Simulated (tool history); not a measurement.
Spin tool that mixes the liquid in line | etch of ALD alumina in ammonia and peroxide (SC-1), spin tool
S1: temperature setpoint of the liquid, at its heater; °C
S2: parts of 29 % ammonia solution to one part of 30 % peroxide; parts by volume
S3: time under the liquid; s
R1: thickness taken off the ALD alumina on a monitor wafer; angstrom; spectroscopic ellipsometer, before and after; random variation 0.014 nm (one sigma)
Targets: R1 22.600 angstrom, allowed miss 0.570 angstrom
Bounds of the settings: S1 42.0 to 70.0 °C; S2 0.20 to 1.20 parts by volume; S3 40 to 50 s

run  hour    S1    S2  S3      R1
  1   0.0  58.0  0.90  50  45.780
  2   6.1  58.0  0.90  50  46.555
  3   9.4  58.0  1.10  50  47.399
  4  15.0  58.0  1.10  50  46.985
  5  18.5  58.0  1.10  50  47.109
  6  19.6  54.0  1.10  50  38.562
  7  20.4  50.5  1.10  50  31.778
  8  25.4  48.5  1.10  50  28.280
  9  26.4  47.0  1.10  50  25.989
 10  34.9  44.0  1.10  50  21.755

Which of these 4 next moves meets every target?
  A  43.4  47.5  0.95  40   ?
  B  43.4  43.5  1.05  50   ?
  C  43.4  43.5  1.20  50   ?
  D  43.4  48.5  1.20  40   ?

move      R1
   A  21.310
   B  21.433
   C  21.709
   D  23.040
A: further off than the last run
B: further off than the last run
C: further off than the last run
D: meets every target
Move D is the one to make.
